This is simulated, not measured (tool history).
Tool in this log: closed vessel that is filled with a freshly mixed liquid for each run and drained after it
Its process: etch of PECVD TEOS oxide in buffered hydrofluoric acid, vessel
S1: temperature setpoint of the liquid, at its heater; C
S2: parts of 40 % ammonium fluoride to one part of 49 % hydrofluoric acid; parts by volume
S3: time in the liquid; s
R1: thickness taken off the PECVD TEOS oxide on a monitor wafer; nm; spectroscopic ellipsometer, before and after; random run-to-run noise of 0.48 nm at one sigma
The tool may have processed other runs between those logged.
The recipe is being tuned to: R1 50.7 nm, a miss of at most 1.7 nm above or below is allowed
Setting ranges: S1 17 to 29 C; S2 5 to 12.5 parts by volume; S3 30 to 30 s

run	hour	S1	S2	S3	R1
1	0	21	7.5	30	76.315
2	5.4	21	7.5	30	76.516
3	7.6	23	7.5	30	85.197
4	13.4	26	7.5	30	101.04
5	16.3	26	8.5	30	88.336
6	23.4	24	8.5	30	79.004
7	27.6	22	8.5	30	70.476
8	29.9	22	8.5	30	70.204
9	36.4	18	9	30	52.496
# hour 40.3: thermometer replaced
10	40.3	17.5	9	30	45.613
11	47.2	18	9	30	47.171

4 candidate next runs follow, results not yet known. Just one meets every target within its allowed miss. Identify it.
A	54.1	17	8.5	30	?
B	54.1	17.5	10.5	30	?
C	54.1	18.5	10.5	30	?
D	54.1	17	8	30	?

move	R1
A	47.364
B	40.867
C	43.253
D	50.584
A: closes in on the targets versus the last run, not all within tolerance yet
B: further off than the last run
C: further off than the last run
D: every result lands within tolerance
D meets every target.
